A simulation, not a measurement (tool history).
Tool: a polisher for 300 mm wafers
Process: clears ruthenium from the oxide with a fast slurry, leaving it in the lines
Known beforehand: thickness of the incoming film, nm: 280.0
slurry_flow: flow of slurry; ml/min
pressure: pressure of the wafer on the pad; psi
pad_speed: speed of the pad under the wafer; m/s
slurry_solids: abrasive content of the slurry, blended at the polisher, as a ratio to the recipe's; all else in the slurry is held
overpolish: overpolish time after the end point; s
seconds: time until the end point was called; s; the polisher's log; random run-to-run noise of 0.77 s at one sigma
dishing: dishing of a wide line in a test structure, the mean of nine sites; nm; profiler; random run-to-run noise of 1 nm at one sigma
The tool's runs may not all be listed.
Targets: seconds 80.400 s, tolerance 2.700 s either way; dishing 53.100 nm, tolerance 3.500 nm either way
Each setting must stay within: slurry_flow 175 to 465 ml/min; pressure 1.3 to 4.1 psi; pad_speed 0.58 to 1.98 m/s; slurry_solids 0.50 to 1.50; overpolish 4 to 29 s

| run | day | slurry_flow | pressure | pad_speed | slurry_solids | overpolish | seconds | dishing |
|---|---|---|---|---|---|---|---|---|
| 1 | 0.000 | 295 | 2.7 | 1.28 | 1.00 | 15 | 59.555 | 47.652 |
| 2 | 0.196 | 295 | 2.5 | 1.28 | 1.00 | 16 | 63.755 | 44.952 |
| 3 | 0.400 | 295 | 2.5 | 1.48 | 1.00 | 16 | 55.064 | 50.850 |
| 4 | 0.546 | 295 | 2.3 | 1.46 | 1.00 | 18 | 60.272 | 51.056 |
| 5 | 0.779 | 295 | 2.3 | 1.46 | 1.00 | 22 | 60.929 | 62.204 |
|  | 0.812 | head pressure recalibrated |
| 6 | 0.812 | 295 | 2.3 | 1.46 | 1.20 | 22 | 50.642 | 68.818 |
| 7 | 1.150 | 295 | 2.1 | 1.44 | 1.20 | 23 | 56.437 | 64.711 |
| 8 | 1.229 | 295 | 1.9 | 1.44 | 1.20 | 24 | 62.269 | 62.300 |
| 9 | 1.308 | 295 | 1.8 | 1.44 | 1.20 | 24 | 66.615 | 61.213 |
| 10 | 1.538 | 295 | 1.7 | 1.44 | 1.20 | 24 | 69.655 | 56.870 |
| 11 | 1.779 | 295 | 1.6 | 1.44 | 1.20 | 24 | 74.321 | 55.291 |
| 12 | 1.904 | 290 | 1.4 | 1.44 | 1.20 | 24 | 83.372 | 53.081 |
| 13 | 2.275 | 295 | 1.4 | 1.44 | 1.20 | 24 | 82.283 | 49.551 |

Which of these 5 next moves meets every target?
| A | 2.646 | 265 | 1.5 | 1.38 | 1.30 | 24 | ? | ? |
| B | 2.646 | 280 | 1.3 | 1.44 | 1.40 | 26 | ? | ? |
| C | 2.646 | 310 | 1.6 | 1.32 | 1.05 | 22 | ? | ? |
| D | 2.646 | 235 | 1.5 | 1.36 | 1.20 | 27 | ? | ? |
| E | 2.646 | 320 | 1.3 | 1.60 | 1.25 | 20 | ? | ? |

| move | seconds | dishing |
|---|---|---|
| A | 79.096 | 53.658 |
| B | 83.769 | 54.541 |
| C | 84.234 | 48.014 |
| D | 84.273 | 55.791 |
| E | 78.192 | 47.258 |
A: every result within its allowed miss
B: gets the furthest-off result to its target, but another result is out of tolerance
C: its largest miss is bigger than the last run's
D: gets the furthest-off result to its target, but another result is out of tolerance
E: its largest miss is bigger than the last run's
The right move is A.
